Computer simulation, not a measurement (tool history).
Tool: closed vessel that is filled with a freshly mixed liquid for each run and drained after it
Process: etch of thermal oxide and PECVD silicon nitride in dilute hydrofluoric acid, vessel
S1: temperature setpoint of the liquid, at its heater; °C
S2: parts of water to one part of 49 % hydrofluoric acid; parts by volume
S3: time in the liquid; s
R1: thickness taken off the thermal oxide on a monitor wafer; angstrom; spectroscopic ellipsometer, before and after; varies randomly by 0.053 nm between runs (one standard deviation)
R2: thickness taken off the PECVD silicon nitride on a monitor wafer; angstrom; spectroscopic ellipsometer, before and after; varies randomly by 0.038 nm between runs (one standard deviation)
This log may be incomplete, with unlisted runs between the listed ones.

run,hour,S1,S2,S3,R1,R2
1,0.0,24.0,255,430,76.982,101.400
2,5.2,24.0,255,535,96.378,126.020
3,6.3,22.5,265,535,87.213,110.410
4,11.9,22.5,195,535,128.610,149.050
5,14.6,21.0,195,535,119.690,135.690
6,21.0,21.0,120,535,212.990,221.420
7,26.4,20.0,160,535,148.320,155.460
8,31.4,19.5,195,540,116.610,124.770
9,39.8,19.0,220,545,98.919,107.420
10,48.6,19.0,220,545,98.320,108.520

Estimate the outcome of run 11 from the log above:
11,54.8,17.0,320,550,?,?

R1: 58.353 angstrom
R2: 66.821 angstrom
